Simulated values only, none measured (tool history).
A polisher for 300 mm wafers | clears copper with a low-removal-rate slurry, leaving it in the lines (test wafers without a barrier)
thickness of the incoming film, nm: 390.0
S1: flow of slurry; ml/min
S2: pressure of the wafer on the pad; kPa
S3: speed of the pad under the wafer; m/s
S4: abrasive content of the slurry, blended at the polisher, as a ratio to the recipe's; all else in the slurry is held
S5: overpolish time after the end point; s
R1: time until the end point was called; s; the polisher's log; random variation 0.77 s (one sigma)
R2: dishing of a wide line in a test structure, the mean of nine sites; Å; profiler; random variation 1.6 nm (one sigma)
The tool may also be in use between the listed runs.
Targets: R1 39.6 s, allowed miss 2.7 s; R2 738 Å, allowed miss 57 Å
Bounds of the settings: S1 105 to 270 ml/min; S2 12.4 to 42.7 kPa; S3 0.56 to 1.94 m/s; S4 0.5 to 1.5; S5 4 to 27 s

{"run": 1, "hour": 0.0, "S1": 175, "S2": 27.6, "S3": 1.24, "S4": 1, "S5": 14, "R1": 70.743, "R2": 480.63}
{"run": 2, "hour": 0.8, "S1": 175, "S2": 31, "S3": 1.26, "S4": 1, "S5": 14, "R1": 63.379, "R2": 534.22}
{"run": 3, "hour": 6.7, "S1": 175, "S2": 33.8, "S3": 1.3, "S4": 1, "S5": 14, "R1": 56.265, "R2": 578.87}
{"run": 4, "hour": 7.8, "S1": 175, "S2": 35.9, "S3": 1.32, "S4": 1, "S5": 14, "R1": 52.007, "R2": 614.54}
{"run": 5, "hour": 14.0, "S1": 175, "S2": 35.9, "S3": 1.32, "S4": 1.15, "S5": 14, "R1": 48.769, "R2": 651.71}
{"run": 6, "hour": 17.2, "S1": 175, "S2": 37.2, "S3": 1.32, "S4": 1.15, "S5": 14, "R1": 49.667, "R2": 686.94}
{"run": 7, "hour": 25.1, "S1": 175, "S2": 38.6, "S3": 1.34, "S4": 1.15, "S5": 13, "R1": 46.63, "R2": 664.17}
{"run": 8, "hour": 33.8, "S1": 175, "S2": 40, "S3": 1.36, "S4": 1.15, "S5": 13, "R1": 44.02, "R2": 660.01}
{"run": 9, "hour": 36.6, "S1": 175, "S2": 40.7, "S3": 1.36, "S4": 1.15, "S5": 13, "R1": 43.875, "R2": 670.18}
{"run": 10, "hour": 38.8, "S1": 175, "S2": 41.4, "S3": 1.38, "S4": 1.15, "S5": 13, "R1": 42.825, "R2": 698.57}

4 next moves are on the table. One of them brings every result within its allowed miss. Which?
{"run": "A", "hour": 41.0, "S1": 145, "S2": 40.7, "S3": 1.26, "S4": 1, "S5": 14, "R1": "?", "R2": "?"}
{"run": "B", "hour": 41.0, "S1": 185, "S2": 40, "S3": 1.26, "S4": 1.2, "S5": 13, "R1": "?", "R2": "?"}
{"run": "C", "hour": 41.0, "S1": 175, "S2": 42.7, "S3": 1.38, "S4": 1.4, "S5": 13, "R1": "?", "R2": "?"}
{"run": "D", "hour": 41.0, "S1": 220, "S2": 39.3, "S3": 1.28, "S4": 1.15, "S5": 15, "R1": "?", "R2": "?"}

move=A R1=49.667 R2=666.76
move=B R1=47.407 R2=651.96
move=C R1=40.08 R2=744.09
move=D R1=46.698 R2=733.79
A: further off than the last run
B: further off than the last run
C: meets every target
D: further off than the last run
Answer: C
